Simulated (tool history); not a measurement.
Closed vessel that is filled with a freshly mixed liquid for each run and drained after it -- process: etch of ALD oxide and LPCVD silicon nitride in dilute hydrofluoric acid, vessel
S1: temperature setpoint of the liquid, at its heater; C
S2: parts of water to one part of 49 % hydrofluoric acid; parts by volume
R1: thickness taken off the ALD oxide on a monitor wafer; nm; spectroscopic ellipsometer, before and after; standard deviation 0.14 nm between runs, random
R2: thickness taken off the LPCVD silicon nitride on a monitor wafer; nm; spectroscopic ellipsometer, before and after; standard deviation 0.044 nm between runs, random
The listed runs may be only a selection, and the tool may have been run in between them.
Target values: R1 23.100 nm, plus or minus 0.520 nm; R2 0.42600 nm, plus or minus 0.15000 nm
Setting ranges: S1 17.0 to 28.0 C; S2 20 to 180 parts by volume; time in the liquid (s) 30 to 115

{"run": 1, "hour": 0.0, "S1": 20.0, "S2": 100, "time in the liquid (s)": 60, "R1": 16.293, "R2": 0.31128}
{"run": 2, "hour": 8.5, "S1": 21.0, "S2": 100, "time in the liquid (s)": 60, "R1": 17.119, "R2": 0.27574}
{"run": 3, "hour": 14.0, "S1": 19.0, "S2": 100, "time in the liquid (s)": 60, "R1": 15.646, "R2": 0.26607}
{"run": 4, "hour": 15.7, "S1": 20.5, "S2": 100, "time in the liquid (s)": 60, "R1": 16.71, "R2": 0.25619}
{"run": 5, "hour": 22.9, "S1": 21.5, "S2": 100, "time in the liquid (s)": 60, "R1": 17.516, "R2": 0.26369}
{"run": 6, "hour": 31.8, "S1": 22.0, "S2": 100, "time in the liquid (s)": 60, "R1": 17.683, "R2": 0.32876}
{"run": 7, "hour": 40.7, "S1": 25.0, "S2": 80, "time in the liquid (s)": 60, "R1": 25.459, "R2": 0.39709}
{"run": 8, "hour": 47.7, "S1": 24.5, "S2": 80, "time in the liquid (s)": 60, "R1": 25.05, "R2": 0.36069}
{"run": 9, "hour": 54.9, "S1": 24.5, "S2": 80, "time in the liquid (s)": 60, "R1": 24.819, "R2": 0.42184}
{"run": 10, "hour": 58.9, "S1": 24.5, "S2": 80, "time in the liquid (s)": 60, "R1": 25.213, "R2": 0.43622}
{"run": 11, "hour": 62.0, "S1": 24.0, "S2": 80, "time in the liquid (s)": 60, "R1": 24.556, "R2": 0.49487}
{"run": 12, "hour": 68.6, "S1": 23.5, "S2": 80, "time in the liquid (s)": 60, "R1": 23.83, "R2": 0.45895}

5 next moves are on the table. One of them brings every result within its allowed miss. Which?
{"run": "A", "hour": 75.2, "S1": 26.0, "S2": 85, "time in the liquid (s)": 60, "R1": "?", "R2": "?"}
{"run": "B", "hour": 75.2, "S1": 25.0, "S2": 120, "time in the liquid (s)": 90, "R1": "?", "R2": "?"}
{"run": "C", "hour": 75.2, "S1": 25.0, "S2": 95, "time in the liquid (s)": 70, "R1": "?", "R2": "?"}
{"run": "D", "hour": 75.2, "S1": 20.5, "S2": 60, "time in the liquid (s)": 50, "R1": "?", "R2": "?"}
{"run": "E", "hour": 75.2, "S1": 26.5, "S2": 125, "time in the liquid (s)": 85, "R1": "?", "R2": "?"}

move=A R1=24.871 R2=0.51341
move=B R1=24.311 R2=0.51262
move=C R1=24.639 R2=0.50253
move=D R1=24.225 R2=0.41644
move=E R1=23.203 R2=0.51195
A: misses by more than the last run did
B: misses by more than the last run did
C: misses by more than the last run did
D: misses by more than the last run did
E: every result within its allowed miss
Move E is the one to make.
